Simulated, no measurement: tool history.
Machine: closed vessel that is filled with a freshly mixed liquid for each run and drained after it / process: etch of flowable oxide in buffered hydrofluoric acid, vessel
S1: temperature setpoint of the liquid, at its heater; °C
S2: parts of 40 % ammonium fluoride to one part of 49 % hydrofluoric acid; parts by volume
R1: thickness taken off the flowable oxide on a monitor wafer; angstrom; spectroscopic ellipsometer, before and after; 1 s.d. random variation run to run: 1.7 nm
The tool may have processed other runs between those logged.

{"run": 1, "hour": 0.0, "S1": 21, "S2": 7.5, "time in the liquid (s)": 105, "R1": 4623.1}
{"run": 2, "hour": 8.7, "S1": 20.5, "S2": 7.5, "time in the liquid (s)": 105, "R1": 4483.1}
{"run": 3, "hour": 17.8, "S1": 20, "S2": 7.5, "time in the liquid (s)": 105, "R1": 4394.1}
{"run": 4, "hour": 25.3, "S1": 17.5, "S2": 7.5, "time in the liquid (s)": 105, "R1": 3822.3}
{"run": 5, "hour": 26.2, "S1": 17.5, "S2": 8.5, "time in the liquid (s)": 105, "R1": 3318.5}
{"run": 6, "hour": 35.5, "S1": 17.5, "S2": 8.5, "time in the liquid (s)": 105, "R1": 3318}

Expected results for the next run?
{"run": 7, "hour": 43.4, "S1": 18, "S2": 8.5, "time in the liquid (s)": 105, "R1": "?"}

R1: 3410.7 angstrom
